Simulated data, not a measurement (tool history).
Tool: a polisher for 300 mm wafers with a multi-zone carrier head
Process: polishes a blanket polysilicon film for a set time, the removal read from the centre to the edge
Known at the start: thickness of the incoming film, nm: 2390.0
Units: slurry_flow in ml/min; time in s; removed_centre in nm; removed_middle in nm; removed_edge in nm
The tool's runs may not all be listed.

run 1 hour=0.0 | slurry_flow=195 centre_zone=1.00 middle_zone=1.00 edge_zone=1.00 time=75 | removed_centre=381.77 removed_middle=376.87 removed_edge=387.99
run 2 hour=2.9 | slurry_flow=220 centre_zone=1.00 middle_zone=1.00 edge_zone=1.00 time=75 | removed_centre=389.11 removed_middle=389.87 removed_edge=386.32
run 3 hour=10.1 | slurry_flow=230 centre_zone=0.99 middle_zone=0.98 edge_zone=0.98 time=70 | removed_centre=362.27 removed_middle=359.42 removed_edge=361.85
run 4 hour=18.5 | slurry_flow=180 centre_zone=0.99 middle_zone=0.98 edge_zone=0.98 time=70 | removed_centre=346.43 removed_middle=351.89 removed_edge=358.60
run 5 hour=21.8 | slurry_flow=195 centre_zone=0.99 middle_zone=0.97 edge_zone=0.96 time=66 | removed_centre=330.53 removed_middle=334.89 removed_edge=330.12
run 6 hour=22.5 | slurry_flow=175 centre_zone=0.99 middle_zone=0.97 edge_zone=0.96 time=66 | removed_centre=323.73 removed_middle=331.19 removed_edge=332.81
run 7 hour=23.8 | slurry_flow=185 centre_zone=0.98 middle_zone=0.96 edge_zone=0.94 time=63 | removed_centre=313.83 removed_middle=309.73 removed_edge=313.11
run 8 hour=32.1 | slurry_flow=185 centre_zone=0.97 middle_zone=0.96 edge_zone=0.92 time=62 | removed_centre=299.94 removed_middle=307.01 removed_edge=309.93

Forecast run 9:
run 9 hour=39.7 | slurry_flow=190 centre_zone=0.97 middle_zone=0.97 edge_zone=0.91 time=60 | removed_centre=? removed_middle=? removed_edge=?

removed_centre: 297.55 nm
removed_middle: 304.71 nm
removed_edge: 292.20 nm

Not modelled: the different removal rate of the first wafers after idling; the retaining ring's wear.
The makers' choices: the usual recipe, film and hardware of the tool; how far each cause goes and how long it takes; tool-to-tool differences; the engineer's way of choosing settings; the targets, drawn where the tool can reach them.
